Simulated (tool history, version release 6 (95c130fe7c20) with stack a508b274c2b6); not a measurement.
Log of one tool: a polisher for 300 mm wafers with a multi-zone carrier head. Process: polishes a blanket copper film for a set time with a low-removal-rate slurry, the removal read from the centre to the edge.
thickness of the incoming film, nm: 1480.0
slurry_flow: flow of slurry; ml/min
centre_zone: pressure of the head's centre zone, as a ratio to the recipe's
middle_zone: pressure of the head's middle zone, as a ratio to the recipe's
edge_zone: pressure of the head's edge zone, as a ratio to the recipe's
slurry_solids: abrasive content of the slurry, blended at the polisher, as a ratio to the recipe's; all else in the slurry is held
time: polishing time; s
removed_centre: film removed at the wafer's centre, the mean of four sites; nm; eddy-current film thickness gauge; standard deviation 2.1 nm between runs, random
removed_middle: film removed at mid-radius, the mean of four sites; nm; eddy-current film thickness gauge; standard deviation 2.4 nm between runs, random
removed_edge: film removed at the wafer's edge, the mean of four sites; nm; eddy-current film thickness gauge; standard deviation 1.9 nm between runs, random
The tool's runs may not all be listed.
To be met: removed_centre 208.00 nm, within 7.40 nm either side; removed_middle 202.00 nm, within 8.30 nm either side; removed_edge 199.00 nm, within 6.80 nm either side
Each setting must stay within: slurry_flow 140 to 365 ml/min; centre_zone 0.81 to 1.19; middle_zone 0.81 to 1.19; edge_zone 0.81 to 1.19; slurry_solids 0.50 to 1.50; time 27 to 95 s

{"run": 1, "day": 0.0, "slurry_flow": 235, "centre_zone": 1.0, "middle_zone": 1.0, "edge_zone": 1.0, "slurry_solids": 1.0, "time": 61, "removed_centre": 159.42, "removed_middle": 159.35, "removed_edge": 154.6}
{"run": 2, "day": 0.375, "slurry_flow": 240, "centre_zone": 1.02, "middle_zone": 1.02, "edge_zone": 1.04, "slurry_solids": 1.15, "time": 62, "removed_centre": 177.38, "removed_middle": 166.97, "removed_edge": 166.45}
{"run": 3, "day": 0.65, "slurry_flow": 240, "centre_zone": 1.02, "middle_zone": 0.96, "edge_zone": 1.04, "slurry_solids": 1.15, "time": 62, "removed_centre": 171.93, "removed_middle": 159.46, "removed_edge": 163.21}
{"run": 4, "day": 0.8, "slurry_flow": 245, "centre_zone": 1.02, "middle_zone": 1.01, "edge_zone": 1.07, "slurry_solids": 1.2, "time": 63, "removed_centre": 181.7, "removed_middle": 172.99, "removed_edge": 171.92}
{"run": 5, "day": 0.946, "slurry_flow": 245, "centre_zone": 1.02, "middle_zone": 1.01, "edge_zone": 1.07, "slurry_solids": 1.1, "time": 63, "removed_centre": 173.93, "removed_middle": 165.49, "removed_edge": 167.37}
{"run": 6, "day": 1.054, "slurry_flow": 245, "centre_zone": 1.02, "middle_zone": 1.01, "edge_zone": 1.1, "slurry_solids": 1.1, "time": 63, "removed_centre": 174.92, "removed_middle": 167.3, "removed_edge": 171.48}
{"run": 7, "day": 1.225, "slurry_flow": 245, "centre_zone": 1.02, "middle_zone": 1.04, "edge_zone": 1.12, "slurry_solids": 1.15, "time": 64, "removed_centre": 179.73, "removed_middle": 176.62, "removed_edge": 174.41}
{"run": 8, "day": 1.542, "slurry_flow": 250, "centre_zone": 1.02, "middle_zone": 1.04, "edge_zone": 1.14, "slurry_solids": 1.25, "time": 65, "removed_centre": 188.54, "removed_middle": 180.71, "removed_edge": 181.23}
{"run": 9, "day": 1.746, "slurry_flow": 255, "centre_zone": 1.02, "middle_zone": 1.05, "edge_zone": 1.15, "slurry_solids": 1.3, "time": 66, "removed_centre": 192.77, "removed_middle": 186.1, "removed_edge": 186.74}
{"day": 1.933, "done": "edge zone pressure recalibrated"}
{"run": 10, "day": 1.933, "slurry_flow": 255, "centre_zone": 1.02, "middle_zone": 1.06, "edge_zone": 1.16, "slurry_solids": 1.35, "time": 67, "removed_centre": 196.34, "removed_middle": 197.08, "removed_edge": 203.46}
{"run": 11, "day": 2.154, "slurry_flow": 260, "centre_zone": 1.03, "middle_zone": 1.07, "edge_zone": 1.15, "slurry_solids": 1.35, "time": 67, "removed_centre": 202.92, "removed_middle": 193.95, "removed_edge": 199.12}
{"run": 12, "day": 2.483, "slurry_flow": 260, "centre_zone": 1.03, "middle_zone": 1.09, "edge_zone": 1.14, "slurry_solids": 1.35, "time": 67, "removed_centre": 201.45, "removed_middle": 194.87, "removed_edge": 197.0}

Exactly one of the 4 candidate moves below puts every result within its allowed miss. Which one?
{"run": "A", "day": 2.812, "slurry_flow": 140, "centre_zone": 1.1, "middle_zone": 1.19, "edge_zone": 0.94, "slurry_solids": 0.95, "time": 78, "removed_centre": "?", "removed_middle": "?", "removed_edge": "?"}
{"run": "B", "day": 2.812, "slurry_flow": 305, "centre_zone": 1.0, "middle_zone": 0.86, "edge_zone": 1.18, "slurry_solids": 1.45, "time": 64, "removed_centre": "?", "removed_middle": "?", "removed_edge": "?"}
{"run": "C", "day": 2.812, "slurry_flow": 210, "centre_zone": 1.1, "middle_zone": 1.16, "edge_zone": 1.19, "slurry_solids": 1.25, "time": 69, "removed_centre": "?", "removed_middle": "?", "removed_edge": "?"}
{"run": "D", "day": 2.812, "slurry_flow": 295, "centre_zone": 1.05, "middle_zone": 1.11, "edge_zone": 1.13, "slurry_solids": 1.45, "time": 62, "removed_centre": "?", "removed_middle": "?", "removed_edge": "?"}

move=A removed_centre=205.03 removed_middle=202.32 removed_edge=182.38
move=B removed_centre=192.43 removed_middle=171.66 removed_edge=195.46
move=C removed_centre=210.04 removed_middle=202.23 removed_edge=196.68
move=D removed_centre=195.33 removed_middle=191.20 removed_edge=185.59
A: puts the biggest miss on target and leaves a different result outside tolerance
B: lands further from the targets than the last run did
C: meets every target
D: lands further from the targets than the last run did
C meets every target.
